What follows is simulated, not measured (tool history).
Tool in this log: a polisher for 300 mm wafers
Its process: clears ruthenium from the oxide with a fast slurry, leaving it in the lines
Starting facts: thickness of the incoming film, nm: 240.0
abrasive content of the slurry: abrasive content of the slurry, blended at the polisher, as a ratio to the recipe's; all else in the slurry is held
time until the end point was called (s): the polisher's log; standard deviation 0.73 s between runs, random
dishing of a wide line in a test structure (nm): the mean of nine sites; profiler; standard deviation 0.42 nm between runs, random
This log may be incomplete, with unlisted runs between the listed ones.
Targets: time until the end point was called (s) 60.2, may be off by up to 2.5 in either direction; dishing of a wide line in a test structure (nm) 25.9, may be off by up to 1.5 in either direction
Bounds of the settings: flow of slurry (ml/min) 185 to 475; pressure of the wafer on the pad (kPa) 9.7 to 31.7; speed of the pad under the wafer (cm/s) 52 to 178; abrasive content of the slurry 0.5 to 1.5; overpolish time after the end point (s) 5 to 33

run  hour  flow of slurry (ml/min)  pressure of the wafer on the pad (kPa)  speed of the pad under the wafer (cm/s)  abrasive content of the slurry  overpolish time after the end point (s)  time until the end point was called (s)  dishing of a wide line in a test structure (nm)
  1     0                      305                                    20.7                                      114                               1                                       17                                   42.678                                           74.954
  2   1.9                      305                                    20.7                                      114                             1.2                                       17                                   38.803                                           82.672
  3  10.2                      305                                    20.7                                      128                             1.2                                       17                                   34.452                                           90.402
  4    11                      305                                    20.7                                      128                               1                                       17                                   37.689                                           86.159
  5  13.8                      305                                    20.7                                      104                               1                                       17                                   48.057                                           70.344
  6  20.7                      305                                    20.7                                      104                            1.05                                       17                                   45.792                                           73.751
  7  22.2                      290                                    18.6                                      112                            0.95                                       14                                   50.558                                           56.158
  8  29.6                      205                                    15.9                                      140                             0.7                                        6                                   64.205                                           21.127
  9  34.3                      220                                    15.9                                      140                             0.7                                        6                                    62.43                                            21.26
 10  41.8                      220                                    16.5                                      140                             0.7                                       10                                   60.414                                           35.185
 11  46.6                      220                                    16.5                                      140                            0.75                                        9                                   55.603                                           33.902
 12  52.3                      235                                    15.9                                      140                            0.75                                        9                                   59.262                                           33.897
 13  61.2                      185                                    16.5                                      134                            0.75                                        5                                   59.557                                           18.947
 14    66                      215                                    16.5                                      134                            0.75                                        5                                   59.185                                           19.521

Which single option among these 5 for the next run brings every result within its allowed miss of target? Just one does.
  A  70.8                      225                                    17.9                                      130                             0.7                                        7                                        ?                                                ?
  B  70.8                      215                                    15.9                                      128                             0.8                                        6                                        ?                                                ?
  C  70.8                      185                                    13.8                                      140                             0.9                                        6                                        ?                                                ?
  D  70.8                      190                                    18.6                                      172                            0.55                                        9                                        ?                                                ?
  E  70.8                      225                                    17.9                                      142                            0.65                                        8                                        ?                                                ?

move  time until the end point was called (s)  dishing of a wide line in a test structure (nm)
   A                                   60.628                                           25.431
   B                                   61.284                                           21.762
   C                                   59.419                                            22.41
   D                                   61.637                                           31.658
   E                                   60.388                                           28.924
A: in spec on every target
B: better than the last run, though not everything is in spec
C: better than the last run, though not everything is in spec
D: moves the result that the last run missed by most past its target, out the other side
E: moves the result that the last run missed by most past its target, out the other side
The right move is A.
